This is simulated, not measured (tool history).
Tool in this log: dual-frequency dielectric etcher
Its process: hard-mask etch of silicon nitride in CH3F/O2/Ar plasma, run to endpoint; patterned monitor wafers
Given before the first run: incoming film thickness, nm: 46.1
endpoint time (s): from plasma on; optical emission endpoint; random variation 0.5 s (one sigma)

{"run": 1, "hour": 0.0, "source power (W)": 370, "bias power (W)": 60, "endpoint time (s)": 69.225}
{"run": 2, "hour": 3.3, "source power (W)": 370, "bias power (W)": 53, "endpoint time (s)": 70.154}
{"run": 3, "hour": 9.4, "source power (W)": 370, "bias power (W)": 57, "endpoint time (s)": 68.816}
{"run": 4, "hour": 13.1, "source power (W)": 370, "bias power (W)": 50, "endpoint time (s)": 72.432}
{"run": 5, "hour": 19.5, "source power (W)": 370, "bias power (W)": 46, "endpoint time (s)": 73.403}
{"run": 6, "hour": 26.1, "source power (W)": 390, "bias power (W)": 49, "endpoint time (s)": 72.108}

Run 7 is up next; what results do you expect?
{"run": 7, "hour": 29.5, "source power (W)": 460, "bias power (W)": 61, "endpoint time (s)": "?"}

{"run 7": {"endpoint time (s)": 63.612}}

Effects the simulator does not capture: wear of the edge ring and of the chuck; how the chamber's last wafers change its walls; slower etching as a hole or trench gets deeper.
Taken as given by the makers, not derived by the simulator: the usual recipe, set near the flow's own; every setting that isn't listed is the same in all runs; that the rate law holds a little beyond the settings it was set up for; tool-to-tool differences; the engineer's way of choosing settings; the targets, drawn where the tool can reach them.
